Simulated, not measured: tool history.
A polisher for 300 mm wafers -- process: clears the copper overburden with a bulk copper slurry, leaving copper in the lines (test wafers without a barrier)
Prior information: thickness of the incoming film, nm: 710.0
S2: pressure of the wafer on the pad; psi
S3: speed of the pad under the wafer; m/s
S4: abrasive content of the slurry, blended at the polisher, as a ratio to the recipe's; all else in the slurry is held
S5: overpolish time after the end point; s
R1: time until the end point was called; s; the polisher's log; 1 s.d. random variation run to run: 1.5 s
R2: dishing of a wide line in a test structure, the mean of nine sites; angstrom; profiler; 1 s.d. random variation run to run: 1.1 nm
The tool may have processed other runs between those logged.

Run 1, hour 0: flow of slurry (ml/min) 280, S2 1.8 psi, S3 0.9 m/s, S4 1, S5 12 s. Result: R1 131.85 s, R2 464.23 angstrom.
Run 2, hour 5.3: flow of slurry (ml/min) 280, S2 1.8 psi, S3 1.08 m/s, S4 1, S5 12 s. Result: R1 106.91 s, R2 526.6 angstrom.
Run 3, hour 12.5: flow of slurry (ml/min) 280, S2 1.5 psi, S3 1.08 m/s, S4 1, S5 12 s. Result: R1 125.16 s, R2 473.78 angstrom.
Run 4, hour 15.3: flow of slurry (ml/min) 280, S2 1.5 psi, S3 1.08 m/s, S4 1, S5 10 s. Result: R1 123.89 s, R2 407.54 angstrom.
Run 5, hour 20.4: flow of slurry (ml/min) 280, S2 1.5 psi, S3 1 m/s, S4 1, S5 10 s. Result: R1 135.68 s, R2 388.12 angstrom.
Run 6, hour 27.9: flow of slurry (ml/min) 280, S2 1.7 psi, S3 1 m/s, S4 1, S5 10 s. Result: R1 122.06 s, R2 411.96 angstrom.
Run 7, hour 30.1: flow of slurry (ml/min) 280, S2 1.8 psi, S3 1 m/s, S4 1, S5 11 s. Result: R1 115.66 s, R2 478.49 angstrom.

Run 8 comes next. What will it give?
Run 8, hour 32.2: flow of slurry (ml/min) 280, S2 1.9 psi, S3 1 m/s, S4 1, S5 11 s. Result: R1 ?, R2 ?.

{"run 8": {"R1": 112.77, "R2": 497.33}}

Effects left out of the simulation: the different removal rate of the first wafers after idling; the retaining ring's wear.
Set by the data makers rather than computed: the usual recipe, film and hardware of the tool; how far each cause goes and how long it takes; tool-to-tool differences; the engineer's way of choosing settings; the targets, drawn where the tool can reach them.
